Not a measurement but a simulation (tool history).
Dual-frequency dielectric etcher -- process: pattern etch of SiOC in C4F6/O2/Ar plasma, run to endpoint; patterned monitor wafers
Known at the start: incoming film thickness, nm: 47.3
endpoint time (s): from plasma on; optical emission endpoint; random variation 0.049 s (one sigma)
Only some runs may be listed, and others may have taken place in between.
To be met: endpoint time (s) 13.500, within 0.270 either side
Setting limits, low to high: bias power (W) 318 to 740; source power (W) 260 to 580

run 1 day=0.000 | bias_power_(W)=529 source_power_(W)=420 | endpoint_time_(s)=15.609
run 2 day=0.112 | bias_power_(W)=579 source_power_(W)=430 | endpoint_time_(s)=15.115
run 3 day=0.225 | bias_power_(W)=579 source_power_(W)=400 | endpoint_time_(s)=15.673
run 4 day=0.488 | bias_power_(W)=615 source_power_(W)=420 | endpoint_time_(s)=15.186
run 5 day=0.775 | bias_power_(W)=554 source_power_(W)=420 | endpoint_time_(s)=15.400
run 6 day=0.838 | bias_power_(W)=584 source_power_(W)=450 | endpoint_time_(s)=14.843
run 7 day=1.012 | bias_power_(W)=612 source_power_(W)=470 | endpoint_time_(s)=14.299
run 8 day=1.146 | bias_power_(W)=635 source_power_(W)=480 | endpoint_time_(s)=14.243

Exercise: of the 4 proposed moves below, exactly one satisfies all targets within the stated allowed misses. Which move is it?
run A day=1.279 | bias_power_(W)=581 source_power_(W)=450 | endpoint_time_(s)=?
run B day=1.279 | bias_power_(W)=737 source_power_(W)=540 | endpoint_time_(s)=?
run C day=1.279 | bias_power_(W)=589 source_power_(W)=480 | endpoint_time_(s)=?
run D day=1.279 | bias_power_(W)=674 source_power_(W)=520 | endpoint_time_(s)=?

move=A endpoint_time_(s)=14.916
move=B endpoint_time_(s)=13.028
move=C endpoint_time_(s)=14.465
move=D endpoint_time_(s)=13.537
A: lands further from the targets than the last run did
B: moves the result that the last run missed by most past its target, out the other side
C: lands further from the targets than the last run did
D: all results land within tolerance of their targets
The right move is D.
